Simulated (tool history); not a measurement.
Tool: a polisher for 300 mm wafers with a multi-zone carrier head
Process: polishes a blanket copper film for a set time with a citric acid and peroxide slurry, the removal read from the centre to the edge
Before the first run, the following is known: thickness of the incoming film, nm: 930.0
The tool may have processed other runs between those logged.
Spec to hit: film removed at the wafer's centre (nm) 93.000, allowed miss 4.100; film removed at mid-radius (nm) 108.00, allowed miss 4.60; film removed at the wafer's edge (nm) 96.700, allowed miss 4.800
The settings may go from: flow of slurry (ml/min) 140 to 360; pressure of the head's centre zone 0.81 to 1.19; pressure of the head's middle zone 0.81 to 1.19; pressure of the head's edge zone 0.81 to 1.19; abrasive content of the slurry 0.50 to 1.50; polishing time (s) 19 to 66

run  hour  flow of slurry (ml/min)  pressure of the head's centre zone  pressure of the head's middle zone  pressure of the head's edge zone  abrasive content of the slurry  polishing time (s)  film removed at the wafer's centre (nm)  film removed at mid-radius (nm)  film removed at the wafer's edge (nm)
  1   0.0                      230                                1.00                                1.00                              1.00                            1.00                  42                                  146.260                           147.37                                144.860
  2   5.5                      230                                1.00                                1.00                              0.94                            1.00                  42                                  147.040                           151.69                                142.500
  3  12.9                      230                                1.00                                0.93                              0.94                            1.00                  42                                  146.580                           142.97                                141.910
  4  14.4                      230                                1.00                                0.93                              0.94                            1.00                  37                                  127.660                           125.59                                125.740
  5  22.2                      230                                1.00                                0.93                              0.98                            1.00                  37                                  129.430                           123.70                                129.750
  6  30.7                      225                                0.98                                0.94                              0.94                            0.90                  36                                  117.580                           118.14                                117.330
  7  33.8                      220                                0.95                                0.94                              0.91                            0.85                  36                                  112.640                           115.57                                112.290
  8  37.5                      215                                0.92                                0.95                              0.89                            0.80                  36                                  107.740                           114.55                                113.650
  9  43.8                      215                                0.91                                0.97                              0.87                            0.75                  35                                  101.790                           110.20                                105.060
 10  47.0                      215                                0.90                                0.98                              0.86                            0.70                  35                                   98.157                           110.40                                102.530
 11  47.5                      215                                0.90                                0.98                              0.85                            0.70                  35                                  100.090                           107.72                                100.240
 12  49.8                      210                                0.89                                0.99                              0.84                            0.70                  35                                   96.338                           108.26                                103.070

Which single option among these 5 for the next run brings every result within its allowed miss of target? Just one does.
  A  52.1                      165                                0.84                                0.91                              0.86                            0.90                  35                                        ?                                ?                                      ?
  B  52.1                      145                                0.87                                0.97                              0.89                            0.80                  36                                        ?                                ?                                      ?
  C  52.1                      140                                0.81                                0.81                              0.85                            0.85                  39                                        ?                                ?                                      ?
  D  52.1                      160                                0.95                                1.09                              0.94                            0.90                  30                                        ?                                ?                                      ?
  E  52.1                      140                                0.88                                0.90                              0.83                            0.85                  36                                        ?                                ?                                      ?

move  film removed at the wafer's centre (nm)  film removed at mid-radius (nm)  film removed at the wafer's edge (nm)
   A                                   96.913                           108.40                                106.050
   B                                   97.872                           111.64                                105.630
   C                                   99.700                           105.52                                113.880
   D                                   93.723                           107.67                                 94.167
   E                                  100.120                           106.18                                103.890
A: lands further from the targets than the last run did
B: lands further from the targets than the last run did
C: lands further from the targets than the last run did
D: every result within its allowed miss
E: lands further from the targets than the last run did
D meets every target.
